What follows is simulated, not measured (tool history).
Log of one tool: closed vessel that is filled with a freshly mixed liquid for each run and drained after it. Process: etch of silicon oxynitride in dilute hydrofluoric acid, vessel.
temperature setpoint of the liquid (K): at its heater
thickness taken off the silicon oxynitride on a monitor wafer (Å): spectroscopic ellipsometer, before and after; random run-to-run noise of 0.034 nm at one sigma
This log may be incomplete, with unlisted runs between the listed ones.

run	hour	temperature setpoint of the liquid (K)	parts of water to one part of 49 % hydrofluoric acid (parts by volume)	time in the liquid (s)	thickness taken off the silicon oxynitride on a monitor wafer (Å)
1	0.0	296.15	65	80	56.880
2	6.4	296.15	65	80	57.348
3	9.3	295.15	65	80	54.446
4	11.4	294.65	65	80	53.568
5	15.0	294.15	65	80	51.863
6	21.8	294.15	50	80	67.818

What will run 7 give?
7	24.0	290.15	70	80	?

Run 7 produced thickness taken off the silicon oxynitride on a monitor wafer (Å) 39.230.
